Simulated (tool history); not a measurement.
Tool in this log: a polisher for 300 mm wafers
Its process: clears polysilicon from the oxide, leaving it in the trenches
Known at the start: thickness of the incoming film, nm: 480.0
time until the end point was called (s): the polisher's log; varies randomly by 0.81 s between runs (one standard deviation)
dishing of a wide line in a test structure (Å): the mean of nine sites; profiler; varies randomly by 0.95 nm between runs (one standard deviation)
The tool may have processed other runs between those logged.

run	hour	flow of slurry (ml/min)	pressure of the wafer on the pad (psi)	speed of the pad under the wafer (cm/s)	overpolish time after the end point (s)	time until the end point was called (s)	dishing of a wide line in a test structure (Å)
1	0.0	155	2.5	118	16	26.079	522.82
2	0.6	155	2.3	116	15	29.491	494.14
3	9.0	155	2.2	114	17	30.035	528.19
4	16.0	155	2.2	114	23	30.985	511.40
5	22.4	155	2.2	114	17	30.852	518.82
6	30.9	170	2.2	114	17	29.994	522.30
7	32.2	165	2.1	114	17	31.595	525.17

Predict the results of run 8:
8	34.3	155	2.0	114	17	?	?

time until the end point was called (s): 32.692
dishing of a wide line in a test structure (Å): 529.24
